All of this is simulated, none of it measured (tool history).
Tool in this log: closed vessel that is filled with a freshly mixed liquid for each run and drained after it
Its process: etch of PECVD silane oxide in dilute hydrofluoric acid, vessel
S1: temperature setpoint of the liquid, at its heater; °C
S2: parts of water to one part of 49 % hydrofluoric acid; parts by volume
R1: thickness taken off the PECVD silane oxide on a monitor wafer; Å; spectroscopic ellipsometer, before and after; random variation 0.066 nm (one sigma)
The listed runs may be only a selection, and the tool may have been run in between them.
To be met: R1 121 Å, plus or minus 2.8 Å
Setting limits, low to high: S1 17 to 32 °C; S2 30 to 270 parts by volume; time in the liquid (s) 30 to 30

Run 1, day 0: S1 24 °C, S2 150 parts by volume, time in the liquid (s) 30. Result: R1 88.998 Å.
Run 2, day 0.238: S1 26 °C, S2 150 parts by volume, time in the liquid (s) 30. Result: R1 95.667 Å.
Run 3, day 0.571: S1 27.5 °C, S2 150 parts by volume, time in the liquid (s) 30. Result: R1 100.83 Å.
Run 4, day 0.633: S1 26 °C, S2 150 parts by volume, time in the liquid (s) 30. Result: R1 95.435 Å.
Run 5, day 0.929: S1 26 °C, S2 190 parts by volume, time in the liquid (s) 30. Result: R1 72.406 Å.
Run 6, day 1.033: S1 23.5 °C, S2 190 parts by volume, time in the liquid (s) 30. Result: R1 66.303 Å.
Run 7, day 1.392: S1 25.5 °C, S2 180 parts by volume, time in the liquid (s) 30. Result: R1 75.61 Å.
Run 8, day 1.621: S1 27 °C, S2 170 parts by volume, time in the liquid (s) 30. Result: R1 85.59 Å.
Run 9, day 1.708: S1 28 °C, S2 165 parts by volume, time in the liquid (s) 30. Result: R1 92.807 Å.
Run 10, day 1.929: S1 29 °C, S2 160 parts by volume, time in the liquid (s) 30. Result: R1 99.235 Å.
Run 11, day 2.258: S1 29.5 °C, S2 155 parts by volume, time in the liquid (s) 30. Result: R1 105.51 Å.
Run 12, day 2.475: S1 30 °C, S2 155 parts by volume, time in the liquid (s) 30. Result: R1 107.74 Å.
Run 13, day 2.683: S1 30.5 °C, S2 155 parts by volume, time in the liquid (s) 30. Result: R1 108.97 Å.
Run 14, day 2.867: S1 31 °C, S2 155 parts by volume, time in the liquid (s) 30. Result: R1 110.66 Å.
Run 15, day 3.108: S1 31.5 °C, S2 150 parts by volume, time in the liquid (s) 30. Result: R1 116.72 Å.

Of the 5 settings listed for the next run, only one would bring every result within its allowed miss of target. Which one?
Run A, day 3.35: S1 23.5 °C, S2 120 parts by volume, time in the liquid (s) 30. Result: R1 ?.
Run B, day 3.35: S1 32 °C, S2 160 parts by volume, time in the liquid (s) 30. Result: R1 ?.
Run C, day 3.35: S1 27.5 °C, S2 140 parts by volume, time in the liquid (s) 30. Result: R1 ?.
Run D, day 3.35: S1 31 °C, S2 150 parts by volume, time in the liquid (s) 30. Result: R1 ?.
Run E, day 3.35: S1 30 °C, S2 140 parts by volume, time in the liquid (s) 30. Result: R1 ?.

move      R1
   A  112.34
   B  109.78
   C  109.49
   D  114.57
   E  120.01
A: further off than the last run
B: further off than the last run
C: further off than the last run
D: further off than the last run
E: in spec on every target
Move E is the one to make.

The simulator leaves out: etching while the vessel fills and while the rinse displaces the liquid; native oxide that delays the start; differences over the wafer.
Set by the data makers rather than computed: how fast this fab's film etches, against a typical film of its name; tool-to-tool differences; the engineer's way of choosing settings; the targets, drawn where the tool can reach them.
